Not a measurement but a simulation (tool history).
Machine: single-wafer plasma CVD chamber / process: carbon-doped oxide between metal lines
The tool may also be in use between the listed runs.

run	day	heater temperature setpoint (K)	chamber pressure (mTorr)	RF power (kW)	deposition time (s)	mean film thickness on the monitor wafer (nm)
1	0.000	623.15	6130	0.545	19.6	105.110
2	0.067	623.15	6130	0.475	19.6	93.411
3	0.121	623.15	6710	0.475	19.6	94.195
4	0.325	623.15	6710	0.430	19.6	85.623
5	0.546	622.15	6730	0.460	19.6	92.025
6	0.817	620.15	6810	0.485	19.6	97.282
7	1.192	618.15	6900	0.500	19.6	100.330
8	1.325	617.15	6960	0.515	19.6	102.520

What does the tool deliver on the next run?
9	1.629	616.15	6990	0.530	19.6	?

Run 9 gave mean film thickness on the monitor wafer (nm) 105.620.
